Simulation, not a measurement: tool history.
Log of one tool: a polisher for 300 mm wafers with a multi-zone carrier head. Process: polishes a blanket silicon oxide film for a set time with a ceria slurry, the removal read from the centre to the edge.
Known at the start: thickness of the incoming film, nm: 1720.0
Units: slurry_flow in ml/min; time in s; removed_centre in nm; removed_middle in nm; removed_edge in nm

Run 1, hour 0: slurry_flow 145 ml/min, centre_zone 1, middle_zone 1, edge_zone 1, time 37 s. Result: removed_centre 282.01 nm, removed_middle 288.19 nm, removed_edge 284.42 nm.
Run 2, hour 7.1: slurry_flow 160 ml/min, centre_zone 0.97, middle_zone 1.02, edge_zone 1.02, time 37 s. Result: removed_centre 288.1 nm, removed_middle 297.85 nm, removed_edge 287.2 nm.
Run 3, hour 14.1: slurry_flow 160 ml/min, centre_zone 0.93, middle_zone 1.02, edge_zone 1.02, time 37 s. Result: removed_centre 268.84 nm, removed_middle 297.18 nm, removed_edge 290.96 nm.
Run 4, hour 22.6: slurry_flow 160 ml/min, centre_zone 0.89, middle_zone 1.02, edge_zone 1.02, time 37 s. Result: removed_centre 263.55 nm, removed_middle 293.59 nm, removed_edge 289.74 nm.
Run 5, hour 23.4: slurry_flow 175 ml/min, centre_zone 0.88, middle_zone 1.04, edge_zone 1.04, time 37 s. Result: removed_centre 261.17 nm, removed_middle 304.91 nm, removed_edge 297.83 nm.
Run 6, hour 27.7: slurry_flow 185 ml/min, centre_zone 0.89, middle_zone 1.05, edge_zone 1.04, time 37 s. Result: removed_centre 271.94 nm, removed_middle 311.49 nm, removed_edge 297.32 nm.
Run 7, hour 32.9: slurry_flow 185 ml/min, centre_zone 0.89, middle_zone 1.05, edge_zone 1.04, time 37 s. Result: removed_centre 272.95 nm, removed_middle 312.65 nm, removed_edge 296.87 nm.
Run 8, hour 34: slurry_flow 190 ml/min, centre_zone 0.89, middle_zone 1.06, edge_zone 1.05, time 37 s. Result: removed_centre 272.2 nm, removed_middle 317.61 nm, removed_edge 299.22 nm.

The next listed run, before its measurement:
Run 9, hour 39.1: slurry_flow 195 ml/min, centre_zone 0.89, middle_zone 1.06, edge_zone 1.06, time 37 s. Result: removed_centre ?, removed_middle ?, removed_edge ?.

Run 9 gave removed_centre 278.41 nm, removed_middle 316.93 nm, removed_edge 304.67 nm.
